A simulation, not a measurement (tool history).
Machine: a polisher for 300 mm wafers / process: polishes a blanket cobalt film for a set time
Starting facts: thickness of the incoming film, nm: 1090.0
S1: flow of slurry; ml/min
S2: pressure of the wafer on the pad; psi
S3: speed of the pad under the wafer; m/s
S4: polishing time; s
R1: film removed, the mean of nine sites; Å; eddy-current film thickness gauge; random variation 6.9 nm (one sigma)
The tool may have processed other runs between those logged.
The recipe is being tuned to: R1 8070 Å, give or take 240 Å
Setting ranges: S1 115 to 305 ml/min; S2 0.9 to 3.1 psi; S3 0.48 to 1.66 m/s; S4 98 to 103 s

run 1 hour=0 | S1=195 S2=2 S3=1.06 S4=98 | R1=4685.4
run 2 hour=1.7 | S1=200 S2=2.2 S3=1.06 S4=98 | R1=5233
run 3 hour=6.4 | S1=205 S2=2.3 S3=1.06 S4=98 | R1=5434
run 4 hour=13.6 | S1=205 S2=2.4 S3=1.06 S4=98 | R1=5705.4
run 5 hour=17.8 | S1=205 S2=2.5 S3=1.06 S4=98 | R1=5806.1
run 6 hour=23.6 | S1=210 S2=2.6 S3=1.08 S4=98 | R1=6251.3
run 7 hour=31.2 | S1=210 S2=2.7 S3=1.08 S4=98 | R1=6523.2
run 8 hour=38.9 | S1=215 S2=2.8 S3=1.08 S4=98 | R1=6773.3
run 9 hour=42 | S1=215 S2=2.9 S3=1.08 S4=98 | R1=6902.5
run 10 hour=46.2 | S1=215 S2=2.9 S3=1.1 S4=98 | R1=7028.5
run 11 hour=49.9 | S1=215 S2=2.9 S3=1.12 S4=98 | R1=7168.7
-- hour=57.5 worn pad replaced by a new one
run 12 hour=57.5 | S1=220 S2=3 S3=1.14 S4=98 | R1=8587.8
run 13 hour=64.5 | S1=215 S2=3 S3=1.14 S4=98 | R1=8577.4
run 14 hour=65.5 | S1=220 S2=3 S3=1.14 S4=98 | R1=8635.1
run 15 hour=66.7 | S1=215 S2=3 S3=1.14 S4=98 | R1=8533.6

5 candidate next runs follow, results not yet known. Just one meets every target within its allowed miss. Identify it.
run A hour=67.9 | S1=245 S2=3.1 S3=0.92 S4=100 | R1=?
run B hour=67.9 | S1=185 S2=3 S3=0.98 S4=100 | R1=?
run C hour=67.9 | S1=195 S2=3 S3=1 S4=98 | R1=?
run D hour=67.9 | S1=195 S2=2.9 S3=1.14 S4=98 | R1=?
run E hour=67.9 | S1=180 S2=3.1 S3=1.1 S4=103 | R1=?

move=A R1=7340.1
move=B R1=7322.2
move=C R1=7364.3
move=D R1=8089.4
move=E R1=8681.3
A: pushes the last run's worst result past its target
B: pushes the last run's worst result past its target
C: pushes the last run's worst result past its target
D: in spec on every target
E: lands further from the targets than the last run did
Go with D: it meets all targets.
